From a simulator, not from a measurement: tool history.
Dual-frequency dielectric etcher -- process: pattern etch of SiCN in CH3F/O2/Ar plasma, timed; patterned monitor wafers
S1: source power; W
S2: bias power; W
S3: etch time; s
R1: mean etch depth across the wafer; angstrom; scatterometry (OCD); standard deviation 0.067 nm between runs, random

run  hour   S1   S2    S3      R1
  1   0.0  550   99  26.5  125.86
  2   7.9  590  100  26.5  131.72
  3  13.7  610  100  26.5  133.01
  4  16.0  610  100  24.0  120.12
  5  23.6  610  100  24.0  120.79
  6  24.4  650  105  24.0  125.64

Predict the results of run 7:
  7  26.9  680  110  24.0   ?

{"run 7": {"R1": 131.02}}
